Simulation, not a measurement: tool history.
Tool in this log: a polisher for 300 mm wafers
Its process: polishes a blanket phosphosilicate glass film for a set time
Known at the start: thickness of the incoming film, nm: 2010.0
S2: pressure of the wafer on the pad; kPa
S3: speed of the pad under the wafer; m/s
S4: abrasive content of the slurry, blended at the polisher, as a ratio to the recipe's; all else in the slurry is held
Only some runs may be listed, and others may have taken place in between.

{"run": 1, "hour": 0.0, "flow of slurry (ml/min)": 260, "S2": 18.6, "S3": 0.98, "S4": 1, "polishing time (s)": 90, "film removed (Å)": 6713.7}
{"run": 2, "hour": 5.4, "flow of slurry (ml/min)": 260, "S2": 18.6, "S3": 0.98, "S4": 0.9, "polishing time (s)": 90, "film removed (Å)": 6579}
{"run": 3, "hour": 6.3, "flow of slurry (ml/min)": 260, "S2": 20.7, "S3": 0.98, "S4": 0.9, "polishing time (s)": 90, "film removed (Å)": 7038.3}
{"run": 4, "hour": 9.0, "flow of slurry (ml/min)": 260, "S2": 23.4, "S3": 1.06, "S4": 0.9, "polishing time (s)": 90, "film removed (Å)": 8704.1}
{"run": 5, "hour": 17.2, "flow of slurry (ml/min)": 260, "S2": 24.8, "S3": 1.08, "S4": 0.9, "polishing time (s)": 90, "film removed (Å)": 9285.3}
{"run": 6, "hour": 19.4, "flow of slurry (ml/min)": 260, "S2": 26.2, "S3": 1.1, "S4": 0.9, "polishing time (s)": 90, "film removed (Å)": 9880.7}
{"run": 7, "hour": 20.2, "flow of slurry (ml/min)": 260, "S2": 26.9, "S3": 1.12, "S4": 0.9, "polishing time (s)": 90, "film removed (Å)": 10627}

Run 8 comes next. What will it give?
{"run": 8, "hour": 22.3, "flow of slurry (ml/min)": 260, "S2": 27.6, "S3": 1.12, "S4": 0.9, "polishing time (s)": 90, "film removed (Å)": "?"}

Run 8 came out at film removed (Å) 10388.

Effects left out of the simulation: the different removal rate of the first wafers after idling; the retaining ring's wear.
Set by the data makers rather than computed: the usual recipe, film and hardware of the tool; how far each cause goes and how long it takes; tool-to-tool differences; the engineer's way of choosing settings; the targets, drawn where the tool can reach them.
